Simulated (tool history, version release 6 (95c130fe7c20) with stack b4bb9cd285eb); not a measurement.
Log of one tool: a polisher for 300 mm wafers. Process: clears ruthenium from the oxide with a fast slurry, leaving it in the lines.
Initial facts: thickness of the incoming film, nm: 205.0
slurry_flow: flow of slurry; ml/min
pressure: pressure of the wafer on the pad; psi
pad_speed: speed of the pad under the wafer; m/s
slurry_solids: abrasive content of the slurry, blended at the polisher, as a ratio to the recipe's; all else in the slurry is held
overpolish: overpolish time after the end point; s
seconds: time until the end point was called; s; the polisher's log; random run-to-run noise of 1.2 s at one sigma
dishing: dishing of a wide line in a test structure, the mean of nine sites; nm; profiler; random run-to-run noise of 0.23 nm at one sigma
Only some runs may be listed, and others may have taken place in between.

run,hour,slurry_flow,pressure,pad_speed,slurry_solids,overpolish,seconds,dishing
1,0.0,300,1.8,0.94,1.0,13,114.620,19.513
2,7.0,300,1.8,0.94,1.0,12,118.420,17.986
3,11.4,300,1.9,0.94,1.0,11,110.200,17.534
4,12.8,300,1.9,0.94,1.0,14,110.070,21.575
5,18.8,300,1.9,0.94,1.0,12,111.940,18.411
6,21.8,365,1.9,0.94,1.0,12,107.200,19.078
7,23.4,370,1.9,0.94,1.0,11,107.370,17.890
8,32.3,375,1.9,0.94,1.0,10,107.470,16.867
9,36.2,375,1.9,0.94,1.0,9,108.900,15.062

Predict the results of run 10:
# hour 42.7: slurry blender recalibrated
10,42.7,380,2.0,0.94,1.0,8,?,?

seconds: 80.925 s
dishing: 17.426 nm
